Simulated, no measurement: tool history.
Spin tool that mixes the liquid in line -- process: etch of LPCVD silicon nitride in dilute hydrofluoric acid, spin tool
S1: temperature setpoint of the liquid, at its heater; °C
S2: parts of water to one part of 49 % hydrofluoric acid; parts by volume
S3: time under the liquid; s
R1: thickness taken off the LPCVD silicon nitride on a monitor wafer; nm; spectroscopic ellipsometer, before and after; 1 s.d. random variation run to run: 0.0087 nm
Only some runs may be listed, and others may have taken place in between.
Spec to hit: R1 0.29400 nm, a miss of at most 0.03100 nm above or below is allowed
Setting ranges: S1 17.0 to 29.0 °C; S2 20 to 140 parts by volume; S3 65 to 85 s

run    day    S1  S2  S3       R1
  1  0.000  21.0  75  85  0.44284
  2  0.296  20.5  80  85  0.39933
  3  0.321  20.5  65  85  0.50118
  4  0.517  20.0  70  85  0.45164
  5  0.629  20.0  70  65  0.33872
  6  0.833  20.0  70  85  0.43307
  7  1.196  19.5  75  85  0.41090
  8  1.454  19.0  80  85  0.37294
  9  1.638  18.5  85  85  0.33284

4 next moves are on the table. One of them brings every result within its allowed miss. Which?
  A  1.821  17.0  100  75   ?
  B  1.821  18.0   85  75   ?
  C  1.821  17.5  100  65   ?
  D  1.821  19.0   70  75   ?

move       R1
   A  0.23109
   B  0.29007
   C  0.20737
   D  0.37558
A: pushes the last run's worst result past its target
B: each result inside its tolerance
C: pushes the last run's worst result past its target
D: lands further from the targets than the last run did
The move that meets every target is B.
